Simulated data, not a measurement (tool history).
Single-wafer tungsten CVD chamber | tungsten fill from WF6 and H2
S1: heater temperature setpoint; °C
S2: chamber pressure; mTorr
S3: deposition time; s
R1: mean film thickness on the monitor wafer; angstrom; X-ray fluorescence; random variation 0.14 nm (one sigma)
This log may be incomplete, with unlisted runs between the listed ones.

run  hour   S1     S2    S3      R1
  1   0.0  375  48200  29.2  698.64
  2   6.1  375  55400  29.2  726.60
  3  12.2  373  55300  29.2  702.12
  4  14.8  371  55200  29.2  676.22
  5  17.7  371  55200  30.1  699.47
  6  25.5  369  55100  30.1  674.19
  7  33.9  368  55100  30.1  660.07

Run 8 is up next; what results do you expect?
  8  41.2  367  55100  30.1   ?

R1: 647.19 angstrom

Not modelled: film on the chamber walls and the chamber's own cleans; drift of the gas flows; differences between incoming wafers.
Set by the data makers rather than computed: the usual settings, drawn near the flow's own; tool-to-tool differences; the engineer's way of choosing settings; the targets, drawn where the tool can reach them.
